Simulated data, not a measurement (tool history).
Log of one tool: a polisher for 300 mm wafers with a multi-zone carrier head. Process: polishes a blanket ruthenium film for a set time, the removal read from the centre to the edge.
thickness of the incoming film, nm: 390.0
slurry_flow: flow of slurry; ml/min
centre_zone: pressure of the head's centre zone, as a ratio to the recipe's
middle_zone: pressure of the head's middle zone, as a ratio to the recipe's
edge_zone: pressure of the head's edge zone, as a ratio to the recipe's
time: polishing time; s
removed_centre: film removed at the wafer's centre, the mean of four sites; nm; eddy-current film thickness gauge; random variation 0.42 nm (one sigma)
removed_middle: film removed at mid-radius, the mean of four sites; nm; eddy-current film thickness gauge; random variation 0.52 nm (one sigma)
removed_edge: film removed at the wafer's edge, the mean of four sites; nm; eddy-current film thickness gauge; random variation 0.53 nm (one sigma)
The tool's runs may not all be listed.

Run 1, hour 0.0: slurry_flow 295 ml/min, centre_zone 1.00, middle_zone 1.00, edge_zone 1.00, time 57 s. Result: removed_centre 49.527 nm, removed_middle 49.601 nm, removed_edge 47.918 nm.
Run 2, hour 8.7: slurry_flow 295 ml/min, centre_zone 1.00, middle_zone 1.00, edge_zone 1.00, time 47 s. Result: removed_centre 41.943 nm, removed_middle 40.557 nm, removed_edge 40.271 nm.
Run 3, hour 14.3: slurry_flow 295 ml/min, centre_zone 0.98, middle_zone 1.00, edge_zone 1.00, time 46 s. Result: removed_centre 38.542 nm, removed_middle 39.713 nm, removed_edge 38.252 nm.
Run 4, hour 18.8: slurry_flow 295 ml/min, centre_zone 0.98, middle_zone 0.94, edge_zone 1.00, time 46 s. Result: removed_centre 39.632 nm, removed_middle 37.989 nm, removed_edge 38.460 nm.
Run 5, hour 26.2: slurry_flow 295 ml/min, centre_zone 1.05, middle_zone 0.94, edge_zone 1.00, time 46 s. Result: removed_centre 41.974 nm, removed_middle 37.185 nm, removed_edge 37.804 nm.
Run 6, hour 32.2: slurry_flow 295 ml/min, centre_zone 1.05, middle_zone 0.88, edge_zone 1.00, time 46 s. Result: removed_centre 42.610 nm, removed_middle 36.064 nm, removed_edge 38.950 nm.
Run 7, hour 34.0: slurry_flow 295 ml/min, centre_zone 1.02, middle_zone 0.89, edge_zone 1.00, time 46 s. Result: removed_centre 41.663 nm, removed_middle 35.682 nm, removed_edge 38.092 nm.
Run 8, hour 34.7: slurry_flow 290 ml/min, centre_zone 0.99, middle_zone 0.90, edge_zone 1.01, time 46 s. Result: removed_centre 40.536 nm, removed_middle 36.427 nm, removed_edge 39.769 nm.

Forecast run 9:
Run 9, hour 43.4: slurry_flow 290 ml/min, centre_zone 0.99, middle_zone 0.90, edge_zone 1.01, time 46 s. Result: removed_centre ?, removed_middle ?, removed_edge ?.

Run 9 gave removed_centre 39.532 nm, removed_middle 36.291 nm, removed_edge 38.693 nm.
